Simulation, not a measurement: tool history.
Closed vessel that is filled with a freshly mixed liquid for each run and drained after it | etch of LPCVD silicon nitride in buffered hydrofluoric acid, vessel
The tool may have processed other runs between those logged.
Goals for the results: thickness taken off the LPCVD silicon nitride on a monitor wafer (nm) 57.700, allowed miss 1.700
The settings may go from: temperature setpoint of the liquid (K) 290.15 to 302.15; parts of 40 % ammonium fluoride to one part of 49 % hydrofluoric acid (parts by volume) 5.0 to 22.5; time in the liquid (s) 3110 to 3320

run,day,temperature setpoint of the liquid (K),parts of 40 % ammonium fluoride to one part of 49 % hydrofluoric acid (parts by volume),time in the liquid (s),thickness taken off the LPCVD silicon nitride on a monitor wafer (nm)
1,0.000,294.15,13.5,3110,28.387
2,0.338,296.15,12.5,3115,34.659
3,0.683,296.15,12.5,3110,34.276
4,0.783,296.15,11.0,3110,38.747
5,1.150,296.15,9.5,3110,44.027
6,1.312,297.15,9.5,3110,46.342
7,1.500,298.15,9.5,3110,49.280
8,1.821,298.65,9.5,3110,50.680
9,2.033,299.15,9.5,3110,51.608
10,2.188,299.65,9.5,3110,53.421
11,2.217,299.65,9.5,3110,53.432
12,2.554,300.15,9.5,3110,55.136

Exactly one of the 4 candidate moves below puts every result within its allowed miss. Which one?
A,2.892,299.15,8.5,3185,?
B,2.892,300.15,9.5,3125,?
C,2.892,299.15,10.0,3175,?
D,2.892,299.65,10.0,3195,?

move,thickness taken off the LPCVD silicon nitride on a monitor wafer (nm)
A,58.512
B,55.029
C,51.307
D,53.036
A: meets every target
B: just as far off the targets as the last run
C: misses by more than the last run did
D: misses by more than the last run did
Answer: A
